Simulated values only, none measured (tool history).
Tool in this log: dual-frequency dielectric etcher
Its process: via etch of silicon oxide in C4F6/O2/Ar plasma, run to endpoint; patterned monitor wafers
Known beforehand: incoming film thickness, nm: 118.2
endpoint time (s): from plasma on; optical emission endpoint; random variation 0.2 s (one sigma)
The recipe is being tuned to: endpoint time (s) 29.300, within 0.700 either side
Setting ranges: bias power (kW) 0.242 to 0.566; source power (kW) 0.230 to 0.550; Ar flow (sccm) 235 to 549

| run | hour | bias power (kW) | source power (kW) | Ar flow (sccm) | endpoint time (s) |
|---|---|---|---|---|---|
| 1 | 0.0 | 0.404 | 0.390 | 392 | 26.388 |
| 2 | 5.9 | 0.404 | 0.390 | 345 | 25.860 |
| 3 | 12.3 | 0.377 | 0.380 | 347 | 26.713 |
| 4 | 14.2 | 0.377 | 0.380 | 280 | 26.202 |
| 5 | 18.3 | 0.436 | 0.380 | 280 | 25.387 |
| 6 | 25.8 | 0.393 | 0.380 | 280 | 25.894 |
| 7 | 33.8 | 0.370 | 0.360 | 284 | 27.331 |
| 8 | 35.9 | 0.354 | 0.360 | 285 | 27.304 |
| 9 | 40.6 | 0.338 | 0.350 | 286 | 28.027 |
| 10 | 48.6 | 0.328 | 0.350 | 287 | 28.201 |

Exercise: of the 4 proposed moves below, exactly one satisfies all targets within the stated allowed misses. Which move is it?
| A | 56.6 | 0.419 | 0.290 | 348 | ? |
| B | 56.6 | 0.304 | 0.350 | 241 | ? |
| C | 56.6 | 0.338 | 0.290 | 332 | ? |
| D | 56.6 | 0.365 | 0.400 | 373 | ? |

| move | endpoint time (s) |
|---|---|
| A | 28.926 |
| B | 27.867 |
| C | 30.529 |
| D | 26.432 |
A: hits every target within its allowed miss
B: moves away from the targets compared with the last run
C: moves the result that the last run missed by most past its target, out the other side
D: moves away from the targets compared with the last run
So the answer is move A, the one that meets all the targets.

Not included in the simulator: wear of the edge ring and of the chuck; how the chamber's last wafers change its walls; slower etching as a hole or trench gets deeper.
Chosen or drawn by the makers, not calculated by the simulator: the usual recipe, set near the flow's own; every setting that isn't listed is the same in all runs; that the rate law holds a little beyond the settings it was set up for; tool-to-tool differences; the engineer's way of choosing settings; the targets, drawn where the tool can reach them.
